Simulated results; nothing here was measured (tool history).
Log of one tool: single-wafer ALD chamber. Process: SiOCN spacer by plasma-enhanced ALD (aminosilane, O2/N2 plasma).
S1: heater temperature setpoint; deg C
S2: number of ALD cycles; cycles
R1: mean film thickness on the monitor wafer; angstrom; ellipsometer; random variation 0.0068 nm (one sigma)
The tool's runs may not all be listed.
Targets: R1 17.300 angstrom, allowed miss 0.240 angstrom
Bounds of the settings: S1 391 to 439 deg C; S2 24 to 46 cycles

Run 1, day 0.000: S1 415 deg C, S2 35 cycles. Result: R1 21.990 angstrom.
Run 2, day 0.154: S1 420 deg C, S2 33 cycles. Result: R1 20.448 angstrom.
Run 3, day 0.238: S1 428 deg C, S2 33 cycles. Result: R1 19.859 angstrom.
Run 4, day 0.375: S1 418 deg C, S2 33 cycles. Result: R1 20.609 angstrom.
Run 5, day 0.667: S1 423 deg C, S2 32 cycles. Result: R1 19.712 angstrom.
Run 6, day 0.783: S1 427 deg C, S2 31 cycles. Result: R1 18.736 angstrom.
Run 7, day 0.812: S1 430 deg C, S2 31 cycles. Result: R1 18.510 angstrom.
Run 8, day 1.004: S1 432 deg C, S2 31 cycles. Result: R1 18.347 angstrom.
Run 9, day 1.121: S1 434 deg C, S2 31 cycles. Result: R1 18.314 angstrom.
Run 10, day 1.192: S1 435 deg C, S2 31 cycles. Result: R1 18.160 angstrom.
Run 11, day 1.392: S1 436 deg C, S2 31 cycles. Result: R1 18.229 angstrom.
Run 12, day 1.529: S1 437 deg C, S2 31 cycles. Result: R1 17.932 angstrom.
At day 1.592: thermocouple changed; heater temperature recalibrated.
Run 13, day 1.592: S1 438 deg C, S2 31 cycles. Result: R1 18.387 angstrom.
Run 14, day 1.771: S1 438 deg C, S2 30 cycles. Result: R1 17.833 angstrom.

Which of these 4 next moves meets every target?
Run A, day 1.950: S1 437 deg C, S2 29 cycles. Result: R1 ?.
Run B, day 1.950: S1 439 deg C, S2 32 cycles. Result: R1 ?.
Run C, day 1.950: S1 425 deg C, S2 27 cycles. Result: R1 ?.
Run D, day 1.950: S1 438 deg C, S2 31 cycles. Result: R1 ?.

move      R1
   A  17.200
   B  18.850
   C  16.667
   D  18.323
A: meets every target
B: further off than the last run
C: takes the result that was furthest off past its target
D: further off than the last run
Move A is the one to make.
